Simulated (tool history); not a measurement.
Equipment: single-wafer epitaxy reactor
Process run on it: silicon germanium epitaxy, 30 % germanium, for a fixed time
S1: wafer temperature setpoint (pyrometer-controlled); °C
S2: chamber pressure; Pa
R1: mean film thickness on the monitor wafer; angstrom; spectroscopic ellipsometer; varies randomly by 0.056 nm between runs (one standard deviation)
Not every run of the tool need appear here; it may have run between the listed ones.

run	hour	S1	S2	R1
1	0	575	2080	301.94
2	1.3	574	2080	297.56
3	7.1	573	2080	292.85
4	10.3	572	2080	287.08
5	13.3	579	2080	324.55
6	22.1	576	2080	307.2
7	24	574	2080	297
8	25.4	574	2080	297.49

For run 9, what comes out?
9	29.6	573	2080	?

Run 9 came out at R1 293.07 angstrom.
